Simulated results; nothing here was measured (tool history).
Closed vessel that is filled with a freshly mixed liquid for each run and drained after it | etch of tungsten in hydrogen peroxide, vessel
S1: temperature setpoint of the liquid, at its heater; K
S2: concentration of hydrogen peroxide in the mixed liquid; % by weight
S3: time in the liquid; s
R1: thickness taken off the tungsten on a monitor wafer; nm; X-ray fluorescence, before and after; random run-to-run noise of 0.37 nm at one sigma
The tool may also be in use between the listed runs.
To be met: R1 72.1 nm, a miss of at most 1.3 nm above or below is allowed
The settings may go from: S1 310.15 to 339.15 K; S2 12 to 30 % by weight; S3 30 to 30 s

run 1 hour=0 | S1=326.15 S2=22.5 S3=30 | R1=35.633
run 2 hour=0.7 | S1=326.15 S2=26 S3=30 | R1=38.681
run 3 hour=5 | S1=326.15 S2=22.5 S3=30 | R1=35.418
run 4 hour=9.9 | S1=326.15 S2=26 S3=30 | R1=38.245
run 5 hour=13.7 | S1=328.15 S2=26 S3=30 | R1=43.203
run 6 hour=18.7 | S1=330.15 S2=26 S3=30 | R1=48.65
run 7 hour=25.7 | S1=331.65 S2=26 S3=30 | R1=52.956
run 8 hour=26.7 | S1=331.65 S2=26 S3=30 | R1=53.44
run 9 hour=31.2 | S1=332.65 S2=26 S3=30 | R1=56.074
run 10 hour=33.3 | S1=333.65 S2=26 S3=30 | R1=59.762
run 11 hour=35.5 | S1=334.15 S2=26 S3=30 | R1=60.913
run 12 hour=37.8 | S1=334.15 S2=26 S3=30 | R1=61.48
run 13 hour=45.9 | S1=334.65 S2=26 S3=30 | R1=62.598
run 14 hour=50.9 | S1=334.65 S2=26 S3=30 | R1=63.04
run 15 hour=59.2 | S1=335.15 S2=26 S3=30 | R1=64.844
run 16 hour=67.5 | S1=335.65 S2=26 S3=30 | R1=66.396
run 17 hour=75.4 | S1=336.15 S2=26 S3=30 | R1=68.275
run 18 hour=83.3 | S1=336.65 S2=26 S3=30 | R1=69.869

Below are 4 possible settings for the next run. Only one of them brings all results inside the allowed miss of their targets. Which is it?
run A hour=91.2 | S1=335.65 S2=27 S3=30 | R1=?
run B hour=91.2 | S1=335.65 S2=27.5 S3=30 | R1=?
run C hour=91.2 | S1=335.65 S2=30 S3=30 | R1=?
run D hour=91.2 | S1=336.65 S2=23.5 S3=30 | R1=?

move=A R1=67.916
move=B R1=68.542
move=C R1=71.59
move=D R1=67.043
A: further off than the last run
B: further off than the last run
C: every result within its allowed miss
D: further off than the last run
Go with C: it meets all targets.
